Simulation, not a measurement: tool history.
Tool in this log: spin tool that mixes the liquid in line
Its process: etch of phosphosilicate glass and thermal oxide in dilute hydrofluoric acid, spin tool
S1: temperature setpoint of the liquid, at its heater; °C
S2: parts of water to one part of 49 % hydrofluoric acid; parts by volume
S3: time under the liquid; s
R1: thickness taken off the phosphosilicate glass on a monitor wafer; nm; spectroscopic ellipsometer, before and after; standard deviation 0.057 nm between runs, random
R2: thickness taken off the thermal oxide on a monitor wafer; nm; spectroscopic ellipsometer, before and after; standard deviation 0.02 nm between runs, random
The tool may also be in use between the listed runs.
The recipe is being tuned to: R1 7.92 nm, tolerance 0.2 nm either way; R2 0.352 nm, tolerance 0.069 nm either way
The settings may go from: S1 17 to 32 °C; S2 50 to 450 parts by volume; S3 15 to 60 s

run	day	S1	S2	S3	R1	R2
1	0	24	250	30	9.7146	0.44474
2	0.062	23	250	30	9.3679	0.39372
3	0.229	22.5	255	30	9.0883	0.40183
4	0.379	22.5	255	40	11.923	0.51765
5	0.646	21.5	265	40	10.962	0.49298
6	0.862	20.5	270	40	10.35	0.41452
7	0.971	20.5	280	40	9.9125	0.42201
8	1.138	20	285	40	9.5026	0.4378
9	1.433	19.5	290	40	9.1503	0.44422
10	1.504	19.5	295	40	8.9541	0.40525
11	1.533	19	295	40	8.6885	0.41121
12	1.792	18.5	295	40	8.6186	0.40616

Below are 4 possible settings for the next run. Only one of them brings all results inside the allowed miss of their targets. Which is it?
A	2.05	26.5	305	30	?	?
B	2.05	17.5	260	35	?	?
C	2.05	17	350	55	?	?
D	2.05	25	220	20	?	?

move	R1	R2
A	8.1963	0.34477
B	8.3778	0.3524
C	8.9284	0.37557
D	7.8162	0.32878
A: moves toward the targets from the last run without getting all of them in spec
B: moves toward the targets from the last run without getting all of them in spec
C: lands further from the targets than the last run did
D: in spec on every target
Move D is the one to make.
